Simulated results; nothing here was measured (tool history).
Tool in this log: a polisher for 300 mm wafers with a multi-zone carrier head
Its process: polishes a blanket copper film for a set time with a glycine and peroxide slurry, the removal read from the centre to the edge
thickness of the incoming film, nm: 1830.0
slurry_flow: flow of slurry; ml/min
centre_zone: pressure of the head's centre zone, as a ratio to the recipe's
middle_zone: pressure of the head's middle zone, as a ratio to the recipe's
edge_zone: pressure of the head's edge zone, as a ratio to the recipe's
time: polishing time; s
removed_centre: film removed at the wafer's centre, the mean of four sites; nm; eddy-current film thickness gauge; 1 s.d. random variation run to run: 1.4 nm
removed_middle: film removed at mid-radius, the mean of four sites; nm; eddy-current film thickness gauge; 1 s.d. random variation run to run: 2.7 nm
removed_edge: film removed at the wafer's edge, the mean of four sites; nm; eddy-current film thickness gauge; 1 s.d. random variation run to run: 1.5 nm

run,hour,slurry_flow,centre_zone,middle_zone,edge_zone,time,removed_centre,removed_middle,removed_edge
1,0.0,205,1.00,1.00,1.00,55,292.11,293.00,297.54
2,5.3,205,1.06,1.00,1.00,55,315.44,291.28,303.39
3,7.2,195,1.01,1.00,0.98,50,273.25,257.70,265.91
4,8.6,195,0.97,1.02,1.00,46,236.06,241.68,251.26
5,14.1,195,1.04,1.02,1.00,46,260.54,241.21,252.91
6,21.1,190,1.00,1.04,0.99,43,228.62,228.66,232.60
7,25.1,185,0.96,1.05,0.98,41,211.14,221.55,221.65
8,30.9,180,0.93,1.06,0.97,39,192.29,210.00,209.54
9,31.7,175,0.91,1.07,0.95,38,185.75,207.80,200.91
10,32.5,170,0.89,1.07,0.95,37,172.26,202.84,192.17
11,39.9,165,0.88,1.06,0.94,37,171.97,197.94,193.85
12,41.0,160,0.87,1.06,0.93,36,162.31,193.44,187.99
13,47.7,155,0.86,1.06,0.92,36,162.03,191.40,183.54
14,52.7,150,0.85,1.06,0.92,36,158.87,191.61,185.04
15,58.1,150,0.84,1.06,0.91,36,155.08,190.63,183.52

What will run 16 give?
16,63.0,150,0.84,1.06,0.91,36,?,?,?

{"run 16": {"removed_centre": 155.69, "removed_middle": 188.63, "removed_edge": 184.0}}

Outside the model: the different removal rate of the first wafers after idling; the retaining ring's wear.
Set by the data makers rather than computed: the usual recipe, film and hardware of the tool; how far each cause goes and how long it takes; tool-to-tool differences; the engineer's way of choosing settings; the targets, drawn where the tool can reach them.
